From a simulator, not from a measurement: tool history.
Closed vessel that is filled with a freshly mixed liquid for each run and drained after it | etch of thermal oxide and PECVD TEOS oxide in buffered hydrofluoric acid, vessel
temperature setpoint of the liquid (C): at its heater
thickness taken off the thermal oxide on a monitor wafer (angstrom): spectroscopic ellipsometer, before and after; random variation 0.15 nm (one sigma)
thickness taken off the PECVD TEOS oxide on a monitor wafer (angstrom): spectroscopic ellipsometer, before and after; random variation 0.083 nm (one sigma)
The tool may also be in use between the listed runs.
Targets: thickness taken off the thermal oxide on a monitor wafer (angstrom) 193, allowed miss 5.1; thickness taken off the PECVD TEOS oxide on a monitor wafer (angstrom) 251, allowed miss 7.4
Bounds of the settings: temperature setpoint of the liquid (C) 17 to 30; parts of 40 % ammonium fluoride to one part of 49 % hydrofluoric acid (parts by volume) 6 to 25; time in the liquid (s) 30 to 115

run	hour	temperature setpoint of the liquid (C)	parts of 40 % ammonium fluoride to one part of 49 % hydrofluoric acid (parts by volume)	time in the liquid (s)	thickness taken off the thermal oxide on a monitor wafer (angstrom)	thickness taken off the PECVD TEOS oxide on a monitor wafer (angstrom)
1	0	22	15.5	60	382.83	496.12
2	1.4	21	17	60	328.95	428.51
3	8.2	23.5	17	60	371.47	492.91
4	11.2	22	17	60	350.34	452.85
# hour 12.5: hydrofluoric acid flow meter replaced
5	12.5	21	18	60	327.88	430.48
6	20.1	20	19	60	295.11	384.42
7	24.6	17	24	60	207.98	272.92
8	28.4	17	25	60	205.65	264.37
9	36	17	25	55	187.26	242.91

Which of these 4 next moves meets every target?
A	43.6	17	22.5	50	?	?
B	43.6	17	23	50	?	?
C	43.6	22.5	25	40	?	?
D	43.6	19.5	25	50	?	?

move	thickness taken off the thermal oxide on a monitor wafer (angstrom)	thickness taken off the PECVD TEOS oxide on a monitor wafer (angstrom)
A	182.15	237.21
B	179.4	233.63
C	184.7	240.54
D	195.22	254.24
A: further off than the last run
B: further off than the last run
C: further off than the last run
D: meets every target
Answer: D
